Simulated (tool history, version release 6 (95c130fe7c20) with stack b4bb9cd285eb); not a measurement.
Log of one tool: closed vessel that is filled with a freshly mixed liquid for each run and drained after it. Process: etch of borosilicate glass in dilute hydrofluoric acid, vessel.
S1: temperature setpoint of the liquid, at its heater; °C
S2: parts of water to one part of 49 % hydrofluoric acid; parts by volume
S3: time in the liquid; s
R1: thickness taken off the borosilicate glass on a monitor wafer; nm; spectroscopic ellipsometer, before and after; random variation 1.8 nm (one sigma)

run  hour  S1  S2   S3      R1
  1     0  24  55  125  78.962
  2   7.7  25  50  125  91.172
  3  10.4  25  50  125  92.186
  4  17.5  25  50  135  100.07
  5  21.7  25  60  135   82.51
  6  24.6  25  75  135  64.323
  7  30.7  26  70  135  72.176
  8  38.1  30  45  135  136.37

The next listed run, before its measurement:
  9  40.8  30.5  40  135   ?

Run 9 gave R1 157.99 nm.
